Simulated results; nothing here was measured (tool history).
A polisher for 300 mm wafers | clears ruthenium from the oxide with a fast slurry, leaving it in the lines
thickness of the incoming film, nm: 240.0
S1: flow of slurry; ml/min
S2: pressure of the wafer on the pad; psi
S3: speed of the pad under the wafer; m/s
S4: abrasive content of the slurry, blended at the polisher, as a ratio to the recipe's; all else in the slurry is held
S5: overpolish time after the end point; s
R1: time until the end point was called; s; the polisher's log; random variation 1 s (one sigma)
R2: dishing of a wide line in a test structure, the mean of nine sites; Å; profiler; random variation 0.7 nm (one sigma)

| run | hour | S1 | S2 | S3 | S4 | S5 | R1 | R2 |
|---|---|---|---|---|---|---|---|---|
| 1 | 0.0 | 255 | 2.2 | 0.76 | 1.0 | 25 | 139.480 | 249.27 |
| 2 | 7.6 | 315 | 2.2 | 0.76 | 1.0 | 25 | 137.910 | 251.24 |
| 3 | 11.2 | 315 | 2.3 | 0.76 | 1.0 | 25 | 129.030 | 262.28 |
| 4 | 13.8 | 315 | 2.3 | 0.68 | 1.0 | 25 | 144.110 | 238.97 |
| 5 | 17.5 | 315 | 2.5 | 0.68 | 1.0 | 25 | 130.090 | 247.59 |
| 6 | 20.8 | 315 | 2.6 | 0.68 | 1.0 | 26 | 128.870 | 257.42 |
| 7 | 27.4 | 315 | 2.6 | 0.68 | 1.0 | 26 | 127.100 | 257.13 |
| 8 | 32.3 | 315 | 2.7 | 0.70 | 1.0 | 27 | 118.300 | 275.62 |
| 9 | 34.3 | 315 | 2.8 | 0.70 | 1.0 | 27 | 116.480 | 283.65 |

Forecast run 10:
| 10 | 41.6 | 315 | 3.4 | 0.84 | 1.0 | 27 | ? | ? |

R1: 78.619 s
R2: 331.85 Å

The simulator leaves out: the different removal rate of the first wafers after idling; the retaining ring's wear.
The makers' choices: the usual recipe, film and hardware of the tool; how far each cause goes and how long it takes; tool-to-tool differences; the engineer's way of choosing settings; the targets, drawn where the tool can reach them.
